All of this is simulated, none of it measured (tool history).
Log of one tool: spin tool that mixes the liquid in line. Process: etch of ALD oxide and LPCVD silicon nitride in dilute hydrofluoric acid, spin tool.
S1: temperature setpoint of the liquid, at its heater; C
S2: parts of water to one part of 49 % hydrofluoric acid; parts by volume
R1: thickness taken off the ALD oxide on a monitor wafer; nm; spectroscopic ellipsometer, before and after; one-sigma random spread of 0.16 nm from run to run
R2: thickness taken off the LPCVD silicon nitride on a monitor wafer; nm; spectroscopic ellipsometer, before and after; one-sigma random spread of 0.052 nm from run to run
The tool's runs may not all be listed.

run 1 hour=0 | S1=22 S2=150 time_under_the_liquid_(s)=100 | R1=9.6837 R2=0.29026
run 2 hour=7.5 | S1=23 S2=145 time_under_the_liquid_(s)=100 | R1=10.412 R2=0.34605
run 3 hour=12.2 | S1=23 S2=145 time_under_the_liquid_(s)=55 | R1=5.6986 R2=0.19976
run 4 hour=18.4 | S1=23 S2=145 time_under_the_liquid_(s)=85 | R1=8.7307 R2=0.3289
run 5 hour=25.6 | S1=23 S2=180 time_under_the_liquid_(s)=85 | R1=6.7915 R2=0.24465
run 6 hour=30.2 | S1=23 S2=180 time_under_the_liquid_(s)=130 | R1=10.398 R2=0.38369
run 7 hour=36.1 | S1=23 S2=170 time_under_the_liquid_(s)=130 | R1=11.274 R2=0.38441
run 8 hour=37.9 | S1=23 S2=160 time_under_the_liquid_(s)=130 | R1=12.162 R2=0.40244

What does the tool deliver on the next run?
run 9 hour=39.6 | S1=23 S2=155 time_under_the_liquid_(s)=130 | R1=? R2=?

Run 9 measured R1 12.465 nm, R2 0.40658 nm.
